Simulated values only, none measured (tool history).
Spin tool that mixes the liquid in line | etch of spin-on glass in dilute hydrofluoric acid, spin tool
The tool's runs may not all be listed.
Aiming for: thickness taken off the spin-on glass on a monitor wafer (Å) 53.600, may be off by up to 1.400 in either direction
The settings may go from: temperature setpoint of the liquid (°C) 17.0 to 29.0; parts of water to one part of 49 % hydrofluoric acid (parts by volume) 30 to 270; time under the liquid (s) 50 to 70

run	hour	temperature setpoint of the liquid (°C)	parts of water to one part of 49 % hydrofluoric acid (parts by volume)	time under the liquid (s)	thickness taken off the spin-on glass on a monitor wafer (Å)
1	0.0	21.0	150	70	97.485
2	2.5	21.0	150	70	97.420
3	7.9	20.5	160	70	88.515
4	12.0	20.5	160	70	88.986
5	20.6	18.0	160	70	80.638
6	29.0	18.0	160	70	80.044
7	34.8	18.0	165	70	77.054
8	36.1	18.0	170	70	75.225
9	37.2	18.0	175	70	72.489
10	41.7	18.0	180	70	69.905

Of the 4 settings listed for the next run, only one would bring every result within its allowed miss of target. Which one?
A	46.2	18.0	135	70	?
B	46.2	21.5	150	70	?
C	46.2	17.5	165	50	?
D	46.2	17.0	190	70	?

move	thickness taken off the spin-on glass on a monitor wafer (Å)
A	96.474
B	98.755
C	53.694
D	62.536
A: misses by more than the last run did
B: misses by more than the last run did
C: each result inside its tolerance
D: nearer than the last run, and not there yet
C meets every target.
